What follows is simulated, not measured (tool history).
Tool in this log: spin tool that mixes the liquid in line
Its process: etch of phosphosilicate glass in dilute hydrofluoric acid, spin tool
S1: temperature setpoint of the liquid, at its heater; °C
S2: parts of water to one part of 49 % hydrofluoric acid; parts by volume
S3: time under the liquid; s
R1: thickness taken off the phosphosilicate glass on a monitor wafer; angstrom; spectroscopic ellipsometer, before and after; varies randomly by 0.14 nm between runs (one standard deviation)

run	day	S1	S2	S3	R1
1	0.000	22.0	70	20	224.82
2	0.333	21.0	70	20	210.30
3	0.521	21.0	80	20	178.71
4	0.583	20.5	80	20	177.43
5	0.667	20.0	80	20	175.09
6	0.758	20.0	80	15	130.47
7	1.050	20.5	80	15	131.38
8	1.267	21.0	80	15	137.90
9	1.508	21.5	80	15	139.90
10	1.800	22.0	80	15	143.82
# day 2.171: hydrofluoric acid flow meter replaced
11	2.171	22.5	80	15	134.63
12	2.200	22.0	80	15	130.82

For run 13, what comes out?
13	2.262	21.5	80	15	?

Run 13 measured R1 130.74 angstrom.
